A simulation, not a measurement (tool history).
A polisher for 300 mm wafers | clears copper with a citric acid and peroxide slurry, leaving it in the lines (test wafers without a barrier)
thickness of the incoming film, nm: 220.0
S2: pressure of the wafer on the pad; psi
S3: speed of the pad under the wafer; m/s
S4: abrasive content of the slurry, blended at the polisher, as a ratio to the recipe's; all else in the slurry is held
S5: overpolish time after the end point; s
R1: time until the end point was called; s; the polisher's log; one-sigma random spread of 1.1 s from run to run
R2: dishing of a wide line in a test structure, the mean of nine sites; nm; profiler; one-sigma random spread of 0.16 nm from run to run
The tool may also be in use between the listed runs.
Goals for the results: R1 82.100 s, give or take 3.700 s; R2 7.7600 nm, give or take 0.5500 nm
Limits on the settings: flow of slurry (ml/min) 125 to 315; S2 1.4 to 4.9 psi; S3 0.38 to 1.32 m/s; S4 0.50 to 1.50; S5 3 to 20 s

{"run": 1, "hour": 0.0, "flow of slurry (ml/min)": 205, "S2": 3.1, "S3": 0.84, "S4": 1.0, "S5": 10, "R1": 90.98, "R2": 16.197}
{"run": 2, "hour": 4.8, "flow of slurry (ml/min)": 205, "S2": 3.1, "S3": 0.92, "S4": 1.0, "S5": 10, "R1": 86.959, "R2": 17.212}
{"run": 3, "hour": 8.6, "flow of slurry (ml/min)": 205, "S2": 3.1, "S3": 0.92, "S4": 0.85, "S5": 10, "R1": 89.376, "R2": 16.275}
{"run": 4, "hour": 12.1, "flow of slurry (ml/min)": 205, "S2": 3.1, "S3": 0.8, "S4": 0.85, "S5": 10, "R1": 100.97, "R2": 15.175}
{"run": 5, "hour": 16.4, "flow of slurry (ml/min)": 205, "S2": 3.1, "S3": 0.8, "S4": 0.85, "S5": 14, "R1": 100.14, "R2": 19.538}
{"run": 6, "hour": 22.5, "flow of slurry (ml/min)": 190, "S2": 3.2, "S3": 0.86, "S4": 0.75, "S5": 11, "R1": 97.163, "R2": 17.238}
{"run": 7, "hour": 29.1, "flow of slurry (ml/min)": 230, "S2": 2.8, "S3": 0.92, "S4": 1.0, "S5": 8, "R1": 90.303, "R2": 14.001}
{"run": 8, "hour": 35.1, "flow of slurry (ml/min)": 255, "S2": 2.5, "S3": 0.94, "S4": 1.1, "S5": 6, "R1": 95.149, "R2": 10.189}
{"run": 9, "hour": 42.1, "flow of slurry (ml/min)": 275, "S2": 2.4, "S3": 0.96, "S4": 1.25, "S5": 5, "R1": 92.324, "R2": 8.8107}
{"run": 10, "hour": 50.5, "flow of slurry (ml/min)": 280, "S2": 2.5, "S3": 0.96, "S4": 1.3, "S5": 4, "R1": 87.394, "R2": 7.4183}

Exercise: of the 5 proposed moves below, exactly one satisfies all targets within the stated allowed misses. Which move is it?
{"run": "A", "hour": 58.9, "flow of slurry (ml/min)": 285, "S2": 3.1, "S3": 0.74, "S4": 1.3, "S5": 4, "R1": "?", "R2": "?"}
{"run": "B", "hour": 58.9, "flow of slurry (ml/min)": 300, "S2": 2.7, "S3": 0.94, "S4": 1.35, "S5": 5, "R1": "?", "R2": "?"}
{"run": "C", "hour": 58.9, "flow of slurry (ml/min)": 305, "S2": 3.6, "S3": 0.66, "S4": 1.4, "S5": 5, "R1": "?", "R2": "?"}
{"run": "D", "hour": 58.9, "flow of slurry (ml/min)": 270, "S2": 2.2, "S3": 1.0, "S4": 1.45, "S5": 4, "R1": "?", "R2": "?"}
{"run": "E", "hour": 58.9, "flow of slurry (ml/min)": 260, "S2": 2.3, "S3": 1.1, "S4": 1.35, "S5": 4, "R1": "?", "R2": "?"}

move=A R1=93.364 R2=7.0992
move=B R1=82.783 R2=9.8279
move=C R1=89.015 R2=9.1983
move=D R1=91.533 R2=7.2197
move=E R1=82.656 R2=7.9585
A: lands further from the targets than the last run did
B: the worst result of the last run now meets its target, but another is out of spec
C: lands further from the targets than the last run did
D: lands further from the targets than the last run did
E: in spec on every target
Answer: E
